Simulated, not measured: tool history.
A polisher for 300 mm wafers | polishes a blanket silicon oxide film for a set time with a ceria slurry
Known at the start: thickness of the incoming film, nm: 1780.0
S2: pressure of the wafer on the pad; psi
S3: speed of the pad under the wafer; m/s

Run 1, day 0.000: flow of slurry (ml/min) 295, S2 4.1 psi, S3 0.96 m/s, polishing time (s) 106. Result: film removed (nm) 530.34.
Run 2, day 0.271: flow of slurry (ml/min) 295, S2 4.1 psi, S3 1.18 m/s, polishing time (s) 106. Result: film removed (nm) 665.81.
Run 3, day 0.458: flow of slurry (ml/min) 290, S2 3.4 psi, S3 1.10 m/s, polishing time (s) 106. Result: film removed (nm) 501.43.
Run 4, day 0.604: flow of slurry (ml/min) 290, S2 2.4 psi, S3 1.10 m/s, polishing time (s) 106. Result: film removed (nm) 363.71.
Run 5, day 0.925: flow of slurry (ml/min) 290, S2 3.3 psi, S3 1.10 m/s, polishing time (s) 106. Result: film removed (nm) 492.84.
Run 6, day 1.283: flow of slurry (ml/min) 290, S2 2.8 psi, S3 1.08 m/s, polishing time (s) 106. Result: film removed (nm) 416.38.
Run 7, day 1.367: flow of slurry (ml/min) 290, S2 2.5 psi, S3 1.06 m/s, polishing time (s) 106. Result: film removed (nm) 369.46.

The next listed run, before its measurement:
At day 1.688: worn pad replaced by a new one.
Run 8, day 1.688: flow of slurry (ml/min) 290, S2 2.3 psi, S3 1.06 m/s, polishing time (s) 106. Result: film removed (nm) ?.

{"run 8": {"film removed (nm)": 362.35}}
